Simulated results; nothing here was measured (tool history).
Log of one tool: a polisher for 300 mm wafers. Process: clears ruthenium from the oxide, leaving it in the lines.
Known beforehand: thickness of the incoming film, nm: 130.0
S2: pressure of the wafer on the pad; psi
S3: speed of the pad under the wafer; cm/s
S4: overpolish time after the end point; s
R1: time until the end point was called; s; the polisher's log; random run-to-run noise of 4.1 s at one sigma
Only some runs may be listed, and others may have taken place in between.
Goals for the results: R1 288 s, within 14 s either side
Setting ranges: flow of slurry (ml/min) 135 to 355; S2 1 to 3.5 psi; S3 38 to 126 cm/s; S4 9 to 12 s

run 1 hour=0 | flow_of_slurry_(ml/min)=225 S2=2.2 S3=82 S4=12 | R1=167.53
run 2 hour=0.6 | flow_of_slurry_(ml/min)=225 S2=2 S3=82 S4=12 | R1=186.82
run 3 hour=8 | flow_of_slurry_(ml/min)=225 S2=2 S3=82 S4=12 | R1=181.99
run 4 hour=10.6 | flow_of_slurry_(ml/min)=225 S2=2 S3=82 S4=9 | R1=182.36
run 5 hour=18.7 | flow_of_slurry_(ml/min)=225 S2=2 S3=82 S4=12 | R1=190.34
run 6 hour=27.4 | flow_of_slurry_(ml/min)=255 S2=2 S3=82 S4=12 | R1=184.78
run 7 hour=34.1 | flow_of_slurry_(ml/min)=255 S2=1.8 S3=82 S4=12 | R1=204.22
run 8 hour=38.1 | flow_of_slurry_(ml/min)=255 S2=1.7 S3=82 S4=12 | R1=213.29
run 9 hour=40.7 | flow_of_slurry_(ml/min)=255 S2=1.6 S3=82 S4=12 | R1=231.63
run 10 hour=45.9 | flow_of_slurry_(ml/min)=255 S2=1.5 S3=82 S4=12 | R1=243.31
run 11 hour=51.4 | flow_of_slurry_(ml/min)=255 S2=1.4 S3=82 S4=12 | R1=252.62

Which one of the following 4 next-run settings gets every result inside its allowed miss? There is exactly one.
run A hour=56.9 | flow_of_slurry_(ml/min)=255 S2=1.2 S3=80 S4=12 | R1=?
run B hour=56.9 | flow_of_slurry_(ml/min)=275 S2=1.4 S3=90 S4=9 | R1=?
run C hour=56.9 | flow_of_slurry_(ml/min)=255 S2=1.3 S3=78 S4=12 | R1=?
run D hour=56.9 | flow_of_slurry_(ml/min)=245 S2=1.2 S3=76 S4=11 | R1=?

move=A R1=309.29
move=B R1=236.36
move=C R1=293.8
move=D R1=326.53
A: the result that was furthest off in the last run now lies on the other side of its target
B: its largest miss is bigger than the last run's
C: every result within its allowed miss
D: the result that was furthest off in the last run now lies on the other side of its target
So the answer is move C, the one that meets all the targets.
